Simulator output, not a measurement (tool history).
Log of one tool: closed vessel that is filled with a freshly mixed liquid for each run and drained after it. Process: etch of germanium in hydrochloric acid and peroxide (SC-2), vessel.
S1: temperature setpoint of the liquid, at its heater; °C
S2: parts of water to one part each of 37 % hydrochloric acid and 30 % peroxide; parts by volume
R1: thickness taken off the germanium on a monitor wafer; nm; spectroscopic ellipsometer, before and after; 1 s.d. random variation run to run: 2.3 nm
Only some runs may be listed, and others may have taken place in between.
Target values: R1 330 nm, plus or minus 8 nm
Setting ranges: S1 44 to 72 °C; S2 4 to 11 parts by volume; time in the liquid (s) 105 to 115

run 1 hour=0 | S1=60 S2=6 time_in_the_liquid_(s)=105 | R1=232.51
run 2 hour=3 | S1=60 S2=7.5 time_in_the_liquid_(s)=105 | R1=223.97
run 3 hour=9.6 | S1=63 S2=7 time_in_the_liquid_(s)=105 | R1=245.11
run 4 hour=17.8 | S1=63 S2=7 time_in_the_liquid_(s)=115 | R1=267.98
run 5 hour=19.9 | S1=65.5 S2=7 time_in_the_liquid_(s)=115 | R1=288.32
run 6 hour=24.1 | S1=67 S2=7 time_in_the_liquid_(s)=115 | R1=304.11
run 7 hour=30.4 | S1=67 S2=7 time_in_the_liquid_(s)=115 | R1=305.78
run 8 hour=32 | S1=67.5 S2=7 time_in_the_liquid_(s)=115 | R1=308.5
run 9 hour=39.4 | S1=68 S2=7 time_in_the_liquid_(s)=115 | R1=319.45
run 10 hour=46.4 | S1=68.5 S2=7 time_in_the_liquid_(s)=115 | R1=319.86

Next run, 4 choices. One meets every target within its allowed miss, the rest don't. Which?
run A hour=53.4 | S1=70.5 S2=6 time_in_the_liquid_(s)=105 | R1=?
run B hour=53.4 | S1=69.5 S2=7.5 time_in_the_liquid_(s)=110 | R1=?
run C hour=53.4 | S1=71.5 S2=8 time_in_the_liquid_(s)=110 | R1=?
run D hour=53.4 | S1=72 S2=5 time_in_the_liquid_(s)=110 | R1=?

move=A R1=312.93
move=B R1=313.76
move=C R1=329.77
move=D R1=345.06
A: moves away from the targets compared with the last run
B: moves away from the targets compared with the last run
C: every result within its allowed miss
D: moves the result that the last run missed by most past its target, out the other side
C meets every target.
